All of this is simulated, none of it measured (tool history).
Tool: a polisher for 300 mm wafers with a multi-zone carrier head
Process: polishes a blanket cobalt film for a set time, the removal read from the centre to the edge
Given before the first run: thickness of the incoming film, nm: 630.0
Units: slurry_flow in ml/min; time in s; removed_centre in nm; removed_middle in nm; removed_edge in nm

run,day,slurry_flow,centre_zone,middle_zone,edge_zone,time,removed_centre,removed_middle,removed_edge
1,0.000,280,1.00,1.00,1.00,36,219.55,224.21,219.88
2,0.112,280,1.00,0.93,1.00,36,222.36,208.85,219.24
3,0.225,280,0.99,0.95,0.96,32,193.32,189.08,189.41
4,0.542,280,0.99,0.95,0.96,29,176.50,172.74,171.98
5,0.567,280,0.99,0.95,0.89,29,176.98,170.91,168.04
6,0.596,285,0.98,0.97,0.88,27,164.51,164.18,154.17

Expected results for the next run?
7,0.938,285,0.98,0.97,0.88,27,?,?,?

{"run 7": {"removed_centre": 163.8, "removed_middle": 164.72, "removed_edge": 153.92}}

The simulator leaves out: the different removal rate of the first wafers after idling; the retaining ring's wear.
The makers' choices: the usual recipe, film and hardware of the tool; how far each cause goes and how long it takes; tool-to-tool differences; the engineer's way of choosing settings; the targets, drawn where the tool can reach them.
